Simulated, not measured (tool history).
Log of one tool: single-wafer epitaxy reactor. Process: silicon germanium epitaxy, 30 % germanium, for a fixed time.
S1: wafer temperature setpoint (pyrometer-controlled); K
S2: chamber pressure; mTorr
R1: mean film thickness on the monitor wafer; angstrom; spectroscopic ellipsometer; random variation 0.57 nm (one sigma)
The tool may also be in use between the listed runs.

run,day,S1,S2,R1
1,0.000,893.15,19000,821.88
2,0.083,886.15,19000,712.67
3,0.112,889.15,19000,764.50
4,0.329,884.15,19000,697.09
5,0.696,887.15,19000,735.55
6,0.900,887.15,17100,714.68
7,1.275,887.15,17100,715.31
8,1.338,890.15,17200,758.00

The next listed run, before its measurement:
9,1.512,893.15,17300,?

{"run 9": {"R1": 807.19}}
